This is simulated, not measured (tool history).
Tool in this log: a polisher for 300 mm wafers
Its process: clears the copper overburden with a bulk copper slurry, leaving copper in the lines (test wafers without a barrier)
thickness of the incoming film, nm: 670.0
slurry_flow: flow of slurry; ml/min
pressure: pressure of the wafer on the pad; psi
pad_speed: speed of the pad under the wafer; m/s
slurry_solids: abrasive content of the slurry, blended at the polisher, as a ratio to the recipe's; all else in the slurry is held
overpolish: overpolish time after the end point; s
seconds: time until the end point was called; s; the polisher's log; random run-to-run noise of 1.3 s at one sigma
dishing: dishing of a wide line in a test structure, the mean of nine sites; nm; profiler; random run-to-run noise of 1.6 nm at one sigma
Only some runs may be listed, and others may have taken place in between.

run 1 hour=0.0 | slurry_flow=130 pressure=1.7 pad_speed=1.08 slurry_solids=1.0 overpolish=29 | seconds=110.34 dishing=92.414
run 2 hour=9.0 | slurry_flow=130 pressure=1.7 pad_speed=1.08 slurry_solids=1.0 overpolish=18 | seconds=112.49 dishing=64.391
run 3 hour=17.9 | slurry_flow=130 pressure=1.8 pad_speed=1.08 slurry_solids=1.0 overpolish=20 | seconds=104.90 dishing=74.605
run 4 hour=18.7 | slurry_flow=100 pressure=1.8 pad_speed=1.08 slurry_solids=1.0 overpolish=20 | seconds=110.51 dishing=68.562
run 5 hour=22.9 | slurry_flow=100 pressure=1.8 pad_speed=0.82 slurry_solids=1.0 overpolish=20 | seconds=147.80 dishing=59.131
run 6 hour=27.4 | slurry_flow=115 pressure=2.0 pad_speed=0.82 slurry_solids=1.0 overpolish=20 | seconds=125.23 dishing=67.769
run 7 hour=36.3 | slurry_flow=130 pressure=2.1 pad_speed=0.82 slurry_solids=1.0 overpolish=20 | seconds=118.88 dishing=68.728

What does the tool deliver on the next run?
run 8 hour=38.4 | slurry_flow=130 pressure=2.2 pad_speed=0.82 slurry_solids=1.0 overpolish=21 | seconds=? dishing=?

{"run 8": {"seconds": 114.92, "dishing": 76.843}}
